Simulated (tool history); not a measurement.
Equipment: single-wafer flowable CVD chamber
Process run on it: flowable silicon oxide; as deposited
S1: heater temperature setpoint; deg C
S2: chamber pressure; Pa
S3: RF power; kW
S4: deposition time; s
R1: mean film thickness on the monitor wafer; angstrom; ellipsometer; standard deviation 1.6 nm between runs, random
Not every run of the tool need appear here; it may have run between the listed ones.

run 1 day=0 | S1=95 S2=133 S3=2.02 S4=401 | R1=3916.4
run 2 day=0.229 | S1=95 S2=112 S3=2.02 S4=401 | R1=3479.6
run 3 day=0.408 | S1=89 S2=112 S3=2.02 S4=401 | R1=4350.3
run 4 day=0.683 | S1=89 S2=112 S3=2.24 S4=401 | R1=4402.7
run 5 day=0.95 | S1=86 S2=112 S3=2.24 S4=401 | R1=4859.6
run 6 day=1.325 | S1=86 S2=112 S3=2.37 S4=401 | R1=4877.3

What does the tool deliver on the next run?
run 7 day=1.646 | S1=84 S2=112 S3=2.37 S4=401 | R1=?

Run 7 yielded R1 5270.5 angstrom.

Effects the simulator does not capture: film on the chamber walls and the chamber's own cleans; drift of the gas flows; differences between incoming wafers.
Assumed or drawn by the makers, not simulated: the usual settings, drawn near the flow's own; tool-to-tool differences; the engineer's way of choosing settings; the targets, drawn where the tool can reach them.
